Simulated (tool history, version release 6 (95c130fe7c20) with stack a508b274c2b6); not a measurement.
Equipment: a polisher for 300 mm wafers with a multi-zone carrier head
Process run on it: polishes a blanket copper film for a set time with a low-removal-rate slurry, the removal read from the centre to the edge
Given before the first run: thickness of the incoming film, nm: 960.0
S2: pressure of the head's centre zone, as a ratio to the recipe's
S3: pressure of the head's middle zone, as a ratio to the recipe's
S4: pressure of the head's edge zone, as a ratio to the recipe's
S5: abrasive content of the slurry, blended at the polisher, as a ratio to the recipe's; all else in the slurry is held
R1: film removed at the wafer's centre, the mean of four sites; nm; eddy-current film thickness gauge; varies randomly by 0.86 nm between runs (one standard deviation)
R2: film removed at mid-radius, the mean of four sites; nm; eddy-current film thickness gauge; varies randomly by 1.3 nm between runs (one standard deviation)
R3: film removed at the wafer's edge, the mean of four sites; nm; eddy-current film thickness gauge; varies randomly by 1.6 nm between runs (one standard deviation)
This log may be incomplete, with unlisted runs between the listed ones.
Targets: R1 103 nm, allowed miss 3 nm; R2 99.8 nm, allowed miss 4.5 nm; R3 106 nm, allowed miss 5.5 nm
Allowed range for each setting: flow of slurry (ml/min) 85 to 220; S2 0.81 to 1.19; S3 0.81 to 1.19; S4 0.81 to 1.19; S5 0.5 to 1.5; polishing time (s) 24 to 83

Run 1, hour 0: flow of slurry (ml/min) 140, S2 1, S3 1, S4 1, S5 1, polishing time (s) 53. Result: R1 129.78 nm, R2 134.41 nm, R3 128.8 nm.
Run 2, hour 6.8: flow of slurry (ml/min) 140, S2 1, S3 0.95, S4 1, S5 1, polishing time (s) 53. Result: R1 129.61 nm, R2 128.62 nm, R3 132.1 nm.
Run 3, hour 14.7: flow of slurry (ml/min) 140, S2 0.92, S3 0.95, S4 1, S5 1, polishing time (s) 53. Result: R1 120.56 nm, R2 129.91 nm, R3 129.22 nm.
Run 4, hour 21.7: flow of slurry (ml/min) 140, S2 0.92, S3 0.86, S4 1, S5 1, polishing time (s) 53. Result: R1 120.36 nm, R2 118.44 nm, R3 133.18 nm.
Run 5, hour 30.2: flow of slurry (ml/min) 140, S2 0.92, S3 0.86, S4 1.09, S5 1, polishing time (s) 53. Result: R1 118.74 nm, R2 121.34 nm, R3 134.49 nm.
Run 6, hour 34.8: flow of slurry (ml/min) 140, S2 0.92, S3 0.86, S4 1.03, S5 1, polishing time (s) 53. Result: R1 118.63 nm, R2 122.12 nm, R3 128.04 nm.
Run 7, hour 40.5: flow of slurry (ml/min) 130, S2 0.92, S3 0.84, S4 0.99, S5 0.9, polishing time (s) 52. Result: R1 112.2 nm, R2 111.43 nm, R3 119.2 nm.
Run 8, hour 44: flow of slurry (ml/min) 120, S2 0.92, S3 0.83, S4 0.98, S5 0.85, polishing time (s) 52. Result: R1 109.34 nm, R2 104.69 nm, R3 116.41 nm.

4 candidate next runs follow, results not yet known. Just one meets every target within its allowed miss. Identify it.
Run A, hour 47.5: flow of slurry (ml/min) 180, S2 0.94, S3 0.87, S4 1, S5 0.75, polishing time (s) 45. Result: R1 ?, R2 ?, R3 ?.
Run B, hour 47.5: flow of slurry (ml/min) 145, S2 0.95, S3 0.94, S4 0.93, S5 0.65, polishing time (s) 50. Result: R1 ?, R2 ?, R3 ?.
Run C, hour 47.5: flow of slurry (ml/min) 125, S2 0.96, S3 0.86, S4 0.94, S5 0.75, polishing time (s) 55. Result: R1 ?, R2 ?, R3 ?.
Run D, hour 47.5: flow of slurry (ml/min) 160, S2 1.01, S3 0.92, S4 1.05, S5 1, polishing time (s) 45. Result: R1 ?, R2 ?, R3 ?.

move      R1      R2      R3
   A  103.63  100.07  103.02
   B  107.48  110.01  103.67
   C  118.82  112.35  115.85
   D  116.56  109.85  111.19
A: in spec on every target
B: moves away from the targets compared with the last run
C: moves away from the targets compared with the last run
D: moves away from the targets compared with the last run
Answer: A
